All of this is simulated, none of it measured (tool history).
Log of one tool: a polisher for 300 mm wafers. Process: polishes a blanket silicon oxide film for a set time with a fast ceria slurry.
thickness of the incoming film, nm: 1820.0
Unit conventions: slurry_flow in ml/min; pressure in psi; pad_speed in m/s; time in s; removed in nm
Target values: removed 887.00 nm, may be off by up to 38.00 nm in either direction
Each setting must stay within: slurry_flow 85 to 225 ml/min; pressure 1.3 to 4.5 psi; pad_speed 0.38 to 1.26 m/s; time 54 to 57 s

run  hour  slurry_flow  pressure  pad_speed  time  removed
  1   0.0          145       2.9       0.82    54   660.48
  2   5.3          145       3.0       0.82    54   677.63
  3  12.7          145       3.0       0.82    57   709.28
  4  17.4          130       3.0       0.82    57   696.83
  5  26.3          135       3.1       0.82    57   702.62
  6  28.5          135       2.5       0.82    57   635.45
  7  29.4          140       2.7       0.82    57   665.01
  8  38.3          145       2.9       0.82    57   703.90
  9  47.1          150       3.0       0.82    57   712.60
 10  48.0          150       3.1       0.82    57   731.65
 11  56.6          155       3.2       0.82    57   764.78
 12  61.2          160       3.3       0.82    57   790.23
 13  67.0          165       3.3       0.82    57   779.63
 14  70.5          165       3.4       0.82    57   804.17
 15  73.7          165       3.5       0.82    57   804.37
 16  80.1          165       3.6       0.82    57   839.74
 17  85.7          165       3.6       0.82    57   837.37

Consider the 4 candidate settings below. Which is the only one whose results all fall within their allowed miss of target?
  A  91.3          160       3.9       0.82    57        ?
  B  91.3          160       2.8       0.90    56        ?
  C  91.3          180       4.1       0.70    55        ?
  D  91.3          175       3.7       0.72    56        ?

move  removed
   A   879.03
   B   755.27
   C   772.56
   D   747.23
A: hits every target within its allowed miss
B: its largest miss is bigger than the last run's
C: its largest miss is bigger than the last run's
D: its largest miss is bigger than the last run's
So the answer is move A, the one that meets all the targets.
